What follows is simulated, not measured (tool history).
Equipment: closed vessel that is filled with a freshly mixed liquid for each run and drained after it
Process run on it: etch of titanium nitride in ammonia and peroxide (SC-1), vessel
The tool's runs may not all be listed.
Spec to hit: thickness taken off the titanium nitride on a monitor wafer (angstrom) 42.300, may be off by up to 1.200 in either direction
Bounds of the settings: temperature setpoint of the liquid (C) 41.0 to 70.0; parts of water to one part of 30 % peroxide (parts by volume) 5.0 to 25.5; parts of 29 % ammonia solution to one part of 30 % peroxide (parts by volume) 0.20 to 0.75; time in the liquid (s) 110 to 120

run  hour  temperature setpoint of the liquid (C)  parts of water to one part of 30 % peroxide (parts by volume)  parts of 29 % ammonia solution to one part of 30 % peroxide (parts by volume)  time in the liquid (s)  thickness taken off the titanium nitride on a monitor wafer (angstrom)
  1   0.0                                    57.0                                                           14.5                                                                           0.45                     110                                                                  81.793
  2   3.8                                    57.0                                                           14.5                                                                           0.40                     110                                                                  79.898
  3  12.5                                    57.0                                                           18.0                                                                           0.40                     110                                                                  70.609
  4  18.8                                    57.0                                                           18.0                                                                           0.50                     110                                                                  72.525
  5  25.8                                    56.0                                                           18.0                                                                           0.50                     110                                                                  69.099
  6  30.1                                    55.0                                                           18.0                                                                           0.50                     110                                                                  64.809
  7  32.9                                    54.0                                                           18.0                                                                           0.50                     110                                                                  59.866
  8  38.3                                    53.5                                                           18.0                                                                           0.50                     110                                                                  57.954
  9  41.3                                    53.0                                                           18.0                                                                           0.50                     110                                                                  56.197
 10  49.2                                    52.5                                                           18.0                                                                           0.50                     110                                                                  54.228
 11  57.0                                    52.0                                                           18.0                                                                           0.50                     110                                                                  52.162
 12  61.8                                    51.5                                                           18.0                                                                           0.50                     110                                                                  50.389
 13  63.8                                    51.0                                                           18.0                                                                           0.50                     110                                                                  49.093
 14  71.6                                    48.5                                                           18.0                                                                           0.50                     110                                                                  41.017

4 next moves are on the table. One of them brings every result within its allowed miss. Which?
  A  79.4                                    46.5                                                           16.0                                                                           0.55                     110                                                                       ?
  B  79.4                                    48.5                                                           18.5                                                                           0.40                     110                                                                       ?
  C  79.4                                    44.5                                                           12.5                                                                           0.55                     120                                                                       ?
  D  79.4                                    48.5                                                           18.5                                                                           0.50                     110                                                                       ?

move  thickness taken off the titanium nitride on a monitor wafer (angstrom)
   A                                                                  38.499
   B                                                                  38.593
   C                                                                  41.587
   D                                                                  40.234
A: lands further from the targets than the last run did
B: lands further from the targets than the last run did
C: every result within its allowed miss
D: lands further from the targets than the last run did
Correct choice: C, which meets every target

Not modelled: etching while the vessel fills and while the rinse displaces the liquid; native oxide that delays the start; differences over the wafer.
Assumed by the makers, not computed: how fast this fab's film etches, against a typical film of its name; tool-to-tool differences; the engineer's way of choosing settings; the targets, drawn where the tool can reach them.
